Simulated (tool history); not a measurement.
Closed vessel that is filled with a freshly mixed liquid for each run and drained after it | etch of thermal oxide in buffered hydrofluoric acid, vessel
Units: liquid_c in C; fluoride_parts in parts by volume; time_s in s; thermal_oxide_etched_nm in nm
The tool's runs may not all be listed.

run  hour  liquid_c  fluoride_parts  time_s  thermal_oxide_etched_nm
  1     0        24            11.5      85                   73.631
  2   5.7        24               9      85                   91.005
  3   7.5        24               9      85                   89.796
  4   8.6      20.5               9      85                   73.805
     11.6  -- thermometer replaced
  5  11.6      19.5               9      85                   77.625
  6  17.3      18.5             9.5      85                   70.761

The next listed run, before its measurement:
  7  19.3      18.5             9.5      85                        ?

thermal_oxide_etched_nm: 71.624 nm
